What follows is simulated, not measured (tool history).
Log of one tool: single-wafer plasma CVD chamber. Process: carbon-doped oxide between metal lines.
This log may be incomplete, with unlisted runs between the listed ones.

| run | hour | heater temperature setpoint (°C) | chamber pressure (Torr) | RF power (W) | deposition time (s) | mean film thickness on the monitor wafer (angstrom) |
|---|---|---|---|---|---|---|
| 1 | 0.0 | 340 | 4.61 | 510 | 9.0 | 448.52 |
| 2 | 0.9 | 340 | 3.87 | 510 | 9.0 | 441.64 |
| 3 | 8.7 | 340 | 3.87 | 575 | 9.0 | 472.97 |
| 4 | 15.2 | 340 | 3.87 | 605 | 9.0 | 489.62 |
| 5 | 17.3 | 340 | 3.87 | 555 | 9.0 | 464.75 |
| 6 | 23.2 | 340 | 3.87 | 555 | 8.5 | 438.17 |

Run 7 is up next; what results do you expect?
| 7 | 31.5 | 338 | 4.04 | 590 | 8.6 | ? |

mean film thickness on the monitor wafer (angstrom): 464.53
